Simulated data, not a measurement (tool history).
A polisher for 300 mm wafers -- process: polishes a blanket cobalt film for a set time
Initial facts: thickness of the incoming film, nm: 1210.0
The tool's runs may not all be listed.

run,hour,flow of slurry (ml/min),pressure of the wafer on the pad (kPa),speed of the pad under the wafer (cm/s),polishing time (s),film removed (angstrom)
1,0.0,295,13.1,114,18,1056.60
2,8.0,295,13.1,114,17,1010.90
3,14.3,295,11.7,114,17,913.04
4,22.5,345,11.7,114,17,934.53
5,24.0,345,11.7,114,17,936.22
6,32.8,290,11.7,114,17,903.26

Forecast run 7:
# hour 40.4: slurry nozzle cleaned
7,40.4,290,11.7,114,17,?

film removed (angstrom): 960.95

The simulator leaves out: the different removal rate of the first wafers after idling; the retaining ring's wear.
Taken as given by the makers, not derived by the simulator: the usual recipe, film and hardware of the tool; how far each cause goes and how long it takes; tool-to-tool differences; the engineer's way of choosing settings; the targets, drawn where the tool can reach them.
